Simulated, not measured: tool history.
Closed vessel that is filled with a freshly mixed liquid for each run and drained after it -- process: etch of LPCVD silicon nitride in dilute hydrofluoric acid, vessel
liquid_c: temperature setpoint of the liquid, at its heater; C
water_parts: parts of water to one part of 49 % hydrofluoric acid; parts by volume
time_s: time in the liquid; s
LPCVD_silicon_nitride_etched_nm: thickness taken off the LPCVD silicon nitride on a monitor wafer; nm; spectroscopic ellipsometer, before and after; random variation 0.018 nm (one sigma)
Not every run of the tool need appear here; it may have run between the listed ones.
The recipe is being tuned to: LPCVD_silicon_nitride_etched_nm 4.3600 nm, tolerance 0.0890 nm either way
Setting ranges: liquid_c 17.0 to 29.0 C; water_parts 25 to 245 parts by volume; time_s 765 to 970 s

run,day,liquid_c,water_parts,time_s,LPCVD_silicon_nitride_etched_nm
1,0.000,21.0,135,970,2.6501
2,0.200,22.5,135,970,2.9164
3,0.550,22.5,160,970,2.4689
4,0.738,22.5,160,970,2.4801
5,1.033,22.5,180,970,2.2063
6,1.321,24.5,180,970,2.5093
7,1.479,25.5,175,970,2.7420
8,1.633,25.5,175,970,2.7435
9,1.858,26.0,170,970,2.9193

Which of these 4 next moves meets every target?
A,2.083,21.5,90,970,?
B,2.083,28.5,115,845,?
C,2.083,27.0,120,915,?
D,2.083,24.0,105,970,?

move,LPCVD_silicon_nitride_etched_nm
A,4.0981
B,4.4232
C,4.1736
D,4.1601
A: nearer than the last run, and not there yet
B: every result lands within tolerance
C: nearer than the last run, and not there yet
D: nearer than the last run, and not there yet
B is the move that brings every result within its allowed miss.

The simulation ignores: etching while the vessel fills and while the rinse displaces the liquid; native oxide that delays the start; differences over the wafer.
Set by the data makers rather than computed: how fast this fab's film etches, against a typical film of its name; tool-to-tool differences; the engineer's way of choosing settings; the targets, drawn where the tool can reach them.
